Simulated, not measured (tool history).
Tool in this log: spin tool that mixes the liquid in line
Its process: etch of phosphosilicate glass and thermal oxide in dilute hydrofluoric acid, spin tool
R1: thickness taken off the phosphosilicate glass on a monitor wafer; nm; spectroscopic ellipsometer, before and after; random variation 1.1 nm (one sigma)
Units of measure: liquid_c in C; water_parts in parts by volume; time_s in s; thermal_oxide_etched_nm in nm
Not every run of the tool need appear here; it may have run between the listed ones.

run 1 hour=0.0 | liquid_c=24.0 water_parts=90 time_s=30 | R1=67.504 thermal_oxide_etched_nm=1.8446
run 2 hour=2.7 | liquid_c=27.0 water_parts=90 time_s=30 | R1=76.578 thermal_oxide_etched_nm=1.9847
run 3 hour=10.4 | liquid_c=27.0 water_parts=75 time_s=30 | R1=93.217 thermal_oxide_etched_nm=2.4013
run 4 hour=14.2 | liquid_c=27.5 water_parts=70 time_s=30 | R1=103.620 thermal_oxide_etched_nm=2.6821
run 5 hour=18.2 | liquid_c=27.5 water_parts=70 time_s=45 | R1=152.670 thermal_oxide_etched_nm=4.0911
run 6 hour=21.5 | liquid_c=27.0 water_parts=70 time_s=45 | R1=151.650 thermal_oxide_etched_nm=3.9332
run 7 hour=27.8 | liquid_c=26.0 water_parts=70 time_s=45 | R1=144.630 thermal_oxide_etched_nm=3.9426

What does the tool deliver on the next run?
run 8 hour=35.2 | liquid_c=26.5 water_parts=75 time_s=45 | R1=? thermal_oxide_etched_nm=?

{"run 8": {"R1": 134.3, "thermal_oxide_etched_nm": 3.6145}}
